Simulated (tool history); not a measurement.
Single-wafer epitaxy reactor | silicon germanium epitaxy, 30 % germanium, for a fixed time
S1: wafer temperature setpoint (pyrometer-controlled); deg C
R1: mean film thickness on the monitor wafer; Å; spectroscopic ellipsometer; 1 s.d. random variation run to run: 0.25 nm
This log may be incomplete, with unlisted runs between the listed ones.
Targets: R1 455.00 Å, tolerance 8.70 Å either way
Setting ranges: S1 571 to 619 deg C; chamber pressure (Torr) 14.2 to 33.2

{"run": 1, "hour": 0.0, "S1": 595, "chamber pressure (Torr)": 23.7, "R1": 528.58}
{"run": 2, "hour": 8.2, "S1": 592, "chamber pressure (Torr)": 23.6, "R1": 502.16}
{"run": 3, "hour": 16.7, "S1": 597, "chamber pressure (Torr)": 23.6, "R1": 545.65}
{"run": 4, "hour": 18.2, "S1": 607, "chamber pressure (Torr)": 23.6, "R1": 644.99}
{"run": 5, "hour": 20.1, "S1": 601, "chamber pressure (Torr)": 23.4, "R1": 576.79}
{"run": 6, "hour": 25.8, "S1": 596, "chamber pressure (Torr)": 23.3, "R1": 534.96}
{"run": 7, "hour": 30.6, "S1": 593, "chamber pressure (Torr)": 23.2, "R1": 508.13}
{"run": 8, "hour": 36.9, "S1": 593, "chamber pressure (Torr)": 23.2, "R1": 500.83}
{"run": 9, "hour": 38.2, "S1": 591, "chamber pressure (Torr)": 23.2, "R1": 491.11}
{"hour": 42.2, "done": "pyrometer calibrated"}
{"run": 10, "hour": 42.2, "S1": 590, "chamber pressure (Torr)": 23.2, "R1": 505.7}
{"run": 11, "hour": 47.2, "S1": 587, "chamber pressure (Torr)": 23.0, "R1": 479.21}

Of the 4 settings listed for the next run, only one would bring every result within its allowed miss of target. Which one?
{"run": "A", "hour": 52.2, "S1": 587, "chamber pressure (Torr)": 25.0, "R1": "?"}
{"run": "B", "hour": 52.2, "S1": 582, "chamber pressure (Torr)": 24.4, "R1": "?"}
{"run": "C", "hour": 52.2, "S1": 586, "chamber pressure (Torr)": 23.8, "R1": "?"}
{"run": "D", "hour": 52.2, "S1": 594, "chamber pressure (Torr)": 20.1, "R1": "?"}

move=A R1=500.60
move=B R1=454.99
move=C R1=480.07
move=D R1=500.31
A: the biggest miss grows against the last run
B: meets every target
C: no nearer and no further than the last run
D: the biggest miss grows against the last run
So the answer is move B, the one that meets all the targets.

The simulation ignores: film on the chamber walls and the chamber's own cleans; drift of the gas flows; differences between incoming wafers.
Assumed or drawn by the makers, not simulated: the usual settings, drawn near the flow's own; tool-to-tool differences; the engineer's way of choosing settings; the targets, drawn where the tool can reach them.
